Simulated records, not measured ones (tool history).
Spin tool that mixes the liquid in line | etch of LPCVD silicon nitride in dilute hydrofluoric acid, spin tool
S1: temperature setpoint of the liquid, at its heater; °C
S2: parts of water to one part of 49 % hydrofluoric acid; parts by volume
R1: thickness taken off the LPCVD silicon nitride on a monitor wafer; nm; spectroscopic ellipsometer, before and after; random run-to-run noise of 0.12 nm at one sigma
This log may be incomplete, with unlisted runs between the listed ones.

Run 1, day 0.000: S1 21.0 °C, S2 95 parts by volume, time under the liquid (s) 310. Result: R1 0.97944 nm.
Run 2, day 0.158: S1 22.0 °C, S2 85 parts by volume, time under the liquid (s) 315. Result: R1 1.19650 nm.
Run 3, day 0.346: S1 22.0 °C, S2 85 parts by volume, time under the liquid (s) 310. Result: R1 1.24170 nm.
Run 4, day 0.425: S1 22.5 °C, S2 80 parts by volume, time under the liquid (s) 310. Result: R1 1.35150 nm.
Run 5, day 0.492: S1 22.5 °C, S2 80 parts by volume, time under the liquid (s) 310. Result: R1 1.43400 nm.
At day 0.525: thermometer replaced.
Run 6, day 0.525: S1 23.5 °C, S2 80 parts by volume, time under the liquid (s) 310. Result: R1 1.60410 nm.
Run 7, day 0.725: S1 24.0 °C, S2 80 parts by volume, time under the liquid (s) 310. Result: R1 1.70800 nm.
Run 8, day 0.796: S1 24.5 °C, S2 80 parts by volume, time under the liquid (s) 310. Result: R1 1.78500 nm.
Run 9, day 1.017: S1 25.0 °C, S2 80 parts by volume, time under the liquid (s) 310. Result: R1 1.79170 nm.

Predict the results of run 10:
Run 10, day 1.225: S1 25.5 °C, S2 80 parts by volume, time under the liquid (s) 310. Result: R1 ?.

{"run 10": {"R1": 1.8314}}

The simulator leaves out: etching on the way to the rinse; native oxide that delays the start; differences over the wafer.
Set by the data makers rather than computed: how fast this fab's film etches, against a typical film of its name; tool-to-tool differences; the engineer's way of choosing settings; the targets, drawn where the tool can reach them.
